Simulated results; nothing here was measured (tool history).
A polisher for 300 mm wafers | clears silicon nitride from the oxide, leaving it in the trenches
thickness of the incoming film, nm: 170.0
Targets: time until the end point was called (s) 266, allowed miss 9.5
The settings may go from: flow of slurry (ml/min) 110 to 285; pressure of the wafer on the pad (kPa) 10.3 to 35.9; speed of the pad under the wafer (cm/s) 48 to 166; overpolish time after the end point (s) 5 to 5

run,hour,flow of slurry (ml/min),pressure of the wafer on the pad (kPa),speed of the pad under the wafer (cm/s),overpolish time after the end point (s),time until the end point was called (s)
1,0,180,22.8,106,5,180.73
2,4,180,22.1,106,5,189.9
3,5.8,180,21.4,106,5,192.15
4,8.7,180,20.7,106,5,199.16
5,16.2,180,20.7,106,5,198.94
6,21,180,20,106,5,209.68
7,28.2,180,19.3,106,5,214.4
8,32.7,180,18.6,106,5,222.96
9,33.6,180,17.9,106,5,229.86
10,40.2,175,16.5,106,5,250.96

Which of these 5 next moves meets every target?
A,46.8,210,19.3,94,5,?
B,46.8,220,16.5,108,5,?
C,46.8,200,15.2,114,5,?
D,46.8,170,17.2,96,5,?
E,46.8,165,17.2,108,5,?

move,time until the end point was called (s)
A,239.01
B,240.96
C,251.49
D,268.95
E,241.06
A: further off than the last run
B: further off than the last run
C: as far off as the last run
D: meets every target
E: further off than the last run
Move D is the one to make.
